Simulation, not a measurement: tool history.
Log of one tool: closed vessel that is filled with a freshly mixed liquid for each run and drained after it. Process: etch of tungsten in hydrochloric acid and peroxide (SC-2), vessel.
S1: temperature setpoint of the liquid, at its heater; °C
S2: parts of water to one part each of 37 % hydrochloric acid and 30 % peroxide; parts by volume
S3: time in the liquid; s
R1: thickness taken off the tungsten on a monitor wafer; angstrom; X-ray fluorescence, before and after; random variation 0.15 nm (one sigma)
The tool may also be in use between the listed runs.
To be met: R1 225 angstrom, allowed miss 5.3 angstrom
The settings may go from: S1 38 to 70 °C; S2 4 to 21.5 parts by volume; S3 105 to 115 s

run  hour    S1  S2   S3      R1
  1     0    54  12  105  273.94
  2   4.5    53  12  105  256.02
  3    13    58  12  105  355.59
  4  19.4  53.5  12  105  264.23
  5  21.9    49  12  105  198.59
  6  25.7    49  12  105  194.33
  7  34.7  49.5  12  105  201.54
  8  41.9    50  12  105  210.73
  9  42.7  50.5  12  105  217.62

Which of these 5 next moves meets every target?
  A  43.5    51  12.5  115   ?
  B  43.5  46.5   9.5  110   ?
  C  43.5  47.5  10.5  110   ?
  D  43.5    50  12.5  115   ?
  E  43.5  50.5  12.5  105   ?

move      R1
   A  237.11
   B  211.34
   C   208.1
   D  221.86
   E  209.42
A: takes the result that was furthest off past its target
B: further off than the last run
C: further off than the last run
D: meets every target
E: further off than the last run
Move D is the one to make.
